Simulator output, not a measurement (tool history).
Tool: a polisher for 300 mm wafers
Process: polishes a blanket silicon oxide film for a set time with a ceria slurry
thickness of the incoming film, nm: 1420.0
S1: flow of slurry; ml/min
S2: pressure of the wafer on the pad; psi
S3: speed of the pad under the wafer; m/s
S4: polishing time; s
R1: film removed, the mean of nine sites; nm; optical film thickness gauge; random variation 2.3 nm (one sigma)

Run 1, hour 0: S1 155 ml/min, S2 3.5 psi, S3 1.04 m/s, S4 61 s. Result: R1 357.8 nm.
Run 2, hour 0.7: S1 155 ml/min, S2 3.5 psi, S3 0.84 m/s, S4 61 s. Result: R1 308.09 nm.
Run 3, hour 3.8: S1 155 ml/min, S2 3.5 psi, S3 0.84 m/s, S4 64 s. Result: R1 325.96 nm.
Run 4, hour 8.4: S1 185 ml/min, S2 3.5 psi, S3 0.84 m/s, S4 64 s. Result: R1 338.14 nm.
Run 5, hour 11.1: S1 185 ml/min, S2 3.5 psi, S3 0.84 m/s, S4 64 s. Result: R1 336.19 nm.
Run 6, hour 19.1: S1 180 ml/min, S2 3.1 psi, S3 0.84 m/s, S4 64 s. Result: R1 298.77 nm.
Run 7, hour 26.8: S1 175 ml/min, S2 2.8 psi, S3 0.84 m/s, S4 64 s. Result: R1 267.26 nm.
Run 8, hour 32.7: S1 170 ml/min, S2 2.6 psi, S3 0.84 m/s, S4 64 s. Result: R1 244.04 nm.

Forecast run 9:
Run 9, hour 38.2: S1 160 ml/min, S2 2.5 psi, S3 0.84 m/s, S4 64 s. Result: R1 ?.

Run 9 gave R1 235.85 nm.

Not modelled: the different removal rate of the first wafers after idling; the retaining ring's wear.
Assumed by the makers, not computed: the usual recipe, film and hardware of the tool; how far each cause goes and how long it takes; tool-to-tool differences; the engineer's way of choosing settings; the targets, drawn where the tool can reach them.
